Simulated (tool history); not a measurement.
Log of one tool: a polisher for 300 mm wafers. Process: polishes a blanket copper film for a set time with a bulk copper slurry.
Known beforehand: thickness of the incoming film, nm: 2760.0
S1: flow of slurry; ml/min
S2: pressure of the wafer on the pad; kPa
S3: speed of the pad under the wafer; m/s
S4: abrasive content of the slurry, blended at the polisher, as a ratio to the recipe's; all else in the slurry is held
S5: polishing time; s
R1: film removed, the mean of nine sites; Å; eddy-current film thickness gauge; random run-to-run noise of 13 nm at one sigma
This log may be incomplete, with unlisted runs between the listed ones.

Run 1, hour 0.0: S1 200 ml/min, S2 15.9 kPa, S3 1.02 m/s, S4 1.0, S5 87 s. Result: R1 7863.6 Å.
Run 2, hour 7.0: S1 200 ml/min, S2 16.5 kPa, S3 1.02 m/s, S4 1.0, S5 87 s. Result: R1 7805.2 Å.
Run 3, hour 8.7: S1 200 ml/min, S2 16.5 kPa, S3 1.02 m/s, S4 1.1, S5 87 s. Result: R1 8140.8 Å.
Run 4, hour 16.4: S1 200 ml/min, S2 16.5 kPa, S3 1.02 m/s, S4 1.1, S5 91 s. Result: R1 8505.9 Å.
Run 5, hour 17.7: S1 200 ml/min, S2 13.8 kPa, S3 1.02 m/s, S4 1.1, S5 91 s. Result: R1 7541.5 Å.
Run 6, hour 20.7: S1 200 ml/min, S2 15.2 kPa, S3 1.02 m/s, S4 1.1, S5 91 s. Result: R1 7971.5 Å.
Run 7, hour 22.9: S1 200 ml/min, S2 16.5 kPa, S3 1.02 m/s, S4 1.1, S5 91 s. Result: R1 8480.9 Å.
Run 8, hour 31.7: S1 200 ml/min, S2 17.9 kPa, S3 1.02 m/s, S4 1.1, S5 91 s. Result: R1 9019.8 Å.

Expected results for the next run?
Run 9, hour 38.5: S1 200 ml/min, S2 18.6 kPa, S3 1.02 m/s, S4 1.1, S5 91 s. Result: R1 ?.

{"run 9": {"R1": 9348.2}}
